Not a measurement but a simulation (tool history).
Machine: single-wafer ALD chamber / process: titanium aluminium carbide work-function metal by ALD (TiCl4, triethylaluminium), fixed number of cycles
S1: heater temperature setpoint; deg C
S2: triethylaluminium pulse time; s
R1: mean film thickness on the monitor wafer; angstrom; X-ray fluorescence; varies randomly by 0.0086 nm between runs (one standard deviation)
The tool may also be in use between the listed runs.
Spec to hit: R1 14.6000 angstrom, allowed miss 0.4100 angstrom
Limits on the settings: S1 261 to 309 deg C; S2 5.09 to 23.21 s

Run 1, hour 0.0: S1 285 deg C, S2 14.15 s. Result: R1 19.6320 angstrom.
Run 2, hour 3.9: S1 282 deg C, S2 12.92 s. Result: R1 19.1380 angstrom.
Run 3, hour 6.8: S1 279 deg C, S2 11.86 s. Result: R1 18.9440 angstrom.
Run 4, hour 15.5: S1 277 deg C, S2 10.94 s. Result: R1 18.3020 angstrom.
Run 5, hour 20.7: S1 277 deg C, S2 13.93 s. Result: R1 18.9640 angstrom.
Run 6, hour 23.1: S1 277 deg C, S2 10.13 s. Result: R1 18.0890 angstrom.
Run 7, hour 24.2: S1 265 deg C, S2 5.60 s. Result: R1 9.4258 angstrom.
Run 8, hour 29.7: S1 267 deg C, S2 5.63 s. Result: R1 9.6888 angstrom.
Run 9, hour 31.4: S1 269 deg C, S2 5.66 s. Result: R1 9.8161 angstrom.
Run 10, hour 36.5: S1 272 deg C, S2 5.70 s. Result: R1 10.0850 angstrom.
Run 11, hour 43.1: S1 276 deg C, S2 5.85 s. Result: R1 10.8080 angstrom.
Run 12, hour 48.6: S1 280 deg C, S2 5.93 s. Result: R1 11.4800 angstrom.
Run 13, hour 51.9: S1 283 deg C, S2 5.99 s. Result: R1 11.8390 angstrom.
Run 14, hour 58.3: S1 286 deg C, S2 6.05 s. Result: R1 12.2100 angstrom.
Run 15, hour 61.9: S1 288 deg C, S2 6.11 s. Result: R1 12.3570 angstrom.
Run 16, hour 64.3: S1 290 deg C, S2 6.18 s. Result: R1 12.8840 angstrom.
Run 17, hour 71.4: S1 292 deg C, S2 6.22 s. Result: R1 13.1240 angstrom.
Run 18, hour 78.8: S1 293 deg C, S2 6.26 s. Result: R1 13.2820 angstrom.
Run 19, hour 86.0: S1 294 deg C, S2 6.29 s. Result: R1 13.4780 angstrom.
Run 20, hour 94.4: S1 295 deg C, S2 6.32 s. Result: R1 13.5270 angstrom.
Run 21, hour 102.5: S1 307 deg C, S2 10.43 s. Result: R1 20.5660 angstrom.
Run 22, hour 105.1: S1 295 deg C, S2 9.97 s. Result: R1 19.1890 angstrom.
Run 23, hour 109.3: S1 292 deg C, S2 9.92 s. Result: R1 19.0920 angstrom.
Run 24, hour 116.0: S1 289 deg C, S2 9.88 s. Result: R1 18.7410 angstrom.
Run 25, hour 125.0: S1 287 deg C, S2 9.84 s. Result: R1 18.4480 angstrom.
Run 26, hour 128.6: S1 285 deg C, S2 9.80 s. Result: R1 18.5430 angstrom.
Run 27, hour 137.5: S1 282 deg C, S2 9.75 s. Result: R1 18.3220 angstrom.
Run 28, hour 141.6: S1 282 deg C, S2 9.75 s. Result: R1 18.3620 angstrom.
Run 29, hour 147.5: S1 280 deg C, S2 9.58 s. Result: R1 18.0840 angstrom.
Run 30, hour 152.4: S1 268 deg C, S2 5.09 s. Result: R1 7.0135 angstrom.

Consider the 4 candidate settings below. Which is the only one whose results all fall within their allowed miss of target?
Run A, hour 157.3: S1 261 deg C, S2 7.08 s. Result: R1 ?.
Run B, hour 157.3: S1 270 deg C, S2 6.77 s. Result: R1 ?.
Run C, hour 157.3: S1 265 deg C, S2 7.04 s. Result: R1 ?.
Run D, hour 157.3: S1 262 deg C, S2 7.53 s. Result: R1 ?.

move       R1
   A  13.6540
   B  13.4950
   C  13.8120
   D  14.5350
A: better than the last run, though not everything is in spec
B: better than the last run, though not everything is in spec
C: better than the last run, though not everything is in spec
D: all results in spec
Correct choice: D, which meets every target
